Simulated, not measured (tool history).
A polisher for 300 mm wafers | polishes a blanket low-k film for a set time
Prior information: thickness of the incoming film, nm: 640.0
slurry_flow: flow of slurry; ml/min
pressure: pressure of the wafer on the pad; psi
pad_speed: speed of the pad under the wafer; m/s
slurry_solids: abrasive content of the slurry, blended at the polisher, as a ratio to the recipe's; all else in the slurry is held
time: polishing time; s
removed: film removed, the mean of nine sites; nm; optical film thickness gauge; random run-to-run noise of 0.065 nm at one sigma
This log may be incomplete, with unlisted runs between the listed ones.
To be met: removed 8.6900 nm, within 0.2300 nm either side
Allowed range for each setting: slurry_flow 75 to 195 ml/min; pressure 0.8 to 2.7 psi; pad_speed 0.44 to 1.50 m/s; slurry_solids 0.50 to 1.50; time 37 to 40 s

Run 1, hour 0.0: slurry_flow 125 ml/min, pressure 1.7 psi, pad_speed 0.96 m/s, slurry_solids 1.00, time 40 s. Result: removed 14.9460 nm.
Run 2, hour 1.1: slurry_flow 125 ml/min, pressure 1.3 psi, pad_speed 0.96 m/s, slurry_solids 1.00, time 40 s. Result: removed 11.5920 nm.
Run 3, hour 2.0: slurry_flow 120 ml/min, pressure 1.2 psi, pad_speed 0.96 m/s, slurry_solids 1.00, time 40 s. Result: removed 10.6420 nm.
Run 4, hour 8.2: slurry_flow 120 ml/min, pressure 1.5 psi, pad_speed 0.96 m/s, slurry_solids 1.00, time 40 s. Result: removed 13.1920 nm.
Run 5, hour 14.5: slurry_flow 135 ml/min, pressure 1.5 psi, pad_speed 0.96 m/s, slurry_solids 1.00, time 40 s. Result: removed 13.3130 nm.
Run 6, hour 17.1: slurry_flow 130 ml/min, pressure 1.4 psi, pad_speed 0.96 m/s, slurry_solids 1.00, time 40 s. Result: removed 12.5050 nm.
Run 7, hour 26.1: slurry_flow 125 ml/min, pressure 1.3 psi, pad_speed 0.96 m/s, slurry_solids 1.00, time 40 s. Result: removed 11.6790 nm.
Run 8, hour 28.0: slurry_flow 120 ml/min, pressure 1.2 psi, pad_speed 0.96 m/s, slurry_solids 1.00, time 40 s. Result: removed 10.7840 nm.
Run 9, hour 37.0: slurry_flow 115 ml/min, pressure 1.1 psi, pad_speed 0.96 m/s, slurry_solids 1.00, time 40 s. Result: removed 9.6964 nm.

Exercise: of the 5 proposed moves below, exactly one satisfies all targets within the stated allowed misses. Which move is it?
Run A, hour 46.0: slurry_flow 105 ml/min, pressure 0.9 psi, pad_speed 1.36 m/s, slurry_solids 1.05, time 40 s. Result: removed ?.
Run B, hour 46.0: slurry_flow 100 ml/min, pressure 1.2 psi, pad_speed 0.92 m/s, slurry_solids 0.80, time 40 s. Result: removed ?.
Run C, hour 46.0: slurry_flow 110 ml/min, pressure 0.9 psi, pad_speed 1.06 m/s, slurry_solids 1.00, time 38 s. Result: removed ?.
Run D, hour 46.0: slurry_flow 100 ml/min, pressure 1.2 psi, pad_speed 0.94 m/s, slurry_solids 1.00, time 37 s. Result: removed ?.
Run E, hour 46.0: slurry_flow 125 ml/min, pressure 1.1 psi, pad_speed 1.00 m/s, slurry_solids 1.00, time 37 s. Result: removed ?.

move  removed
   A  10.0920
   B   8.6030
   C   8.0015
   D   9.3485
   E   9.2865
A: misses by more than the last run did
B: every result within its allowed miss
C: pushes the last run's worst result past its target
D: closes in on the targets versus the last run, not all within tolerance yet
E: closes in on the targets versus the last run, not all within tolerance yet
B meets every target.

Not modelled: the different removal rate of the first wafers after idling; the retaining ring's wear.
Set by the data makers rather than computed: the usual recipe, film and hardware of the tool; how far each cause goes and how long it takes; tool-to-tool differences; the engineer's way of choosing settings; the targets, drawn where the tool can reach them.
